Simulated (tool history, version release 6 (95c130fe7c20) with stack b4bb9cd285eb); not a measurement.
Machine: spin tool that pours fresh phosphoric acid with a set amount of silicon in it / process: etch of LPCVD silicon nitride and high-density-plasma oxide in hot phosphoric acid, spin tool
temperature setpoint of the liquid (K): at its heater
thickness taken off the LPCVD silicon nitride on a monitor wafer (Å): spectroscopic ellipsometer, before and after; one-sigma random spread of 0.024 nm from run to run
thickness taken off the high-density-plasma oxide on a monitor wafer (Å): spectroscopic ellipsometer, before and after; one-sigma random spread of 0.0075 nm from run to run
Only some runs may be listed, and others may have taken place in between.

run  hour  temperature setpoint of the liquid (K)  silicon dissolved in the acid as it is poured (mg a litre)  time under the liquid (s)  thickness taken off the LPCVD silicon nitride on a monitor wafer (Å)  thickness taken off the high-density-plasma oxide on a monitor wafer (Å)
  1   0.0                                  434.15                                                        18.0                         85                                                                86.315                                                                   2.87460
  2   4.6                                  434.15                                                        24.5                         85                                                                85.750                                                                   1.78530
  3   5.5                                  434.15                                                        18.0                         85                                                                86.574                                                                   1.71740
  4   8.8                                  432.65                                                        25.5                         60                                                                56.649                                                                   1.16070
  5  12.3                                  431.65                                                        27.5                         50                                                                45.777                                                                   1.02740
  6  14.5                                  431.65                                                        27.5                         15                                                                13.723                                                                   0.22241
  7  22.1                                  434.15                                                        39.0                         40                                                                39.947                                                                   0.37419
  8  23.8                                  433.65                                                        35.0                         40                                                                39.495                                                                   0.62845
  9  30.5                                  433.65                                                        32.0                         40                                                                39.442                                                                   0.66935
 10  38.5                                  432.65                                                        31.5                         40                                                                38.136                                                                   0.62664
 11  40.6                                  433.65                                                        29.5                         40                                                                40.076                                                                   0.71953
 12  47.1                                  431.15                                                        28.5                         25                                                                22.803                                                                   0.35581
 13  54.2                                  431.65                                                        31.5                         25                                                                23.096                                                                   0.35134

Run 14, settings as shown, results not yet in. Your forecast:
 14  59.1                                  431.65                                                        31.5                         25                                                                     ?                                                                         ?

thickness taken off the LPCVD silicon nitride on a monitor wafer (Å): 23.036
thickness taken off the high-density-plasma oxide on a monitor wafer (Å): 0.33072
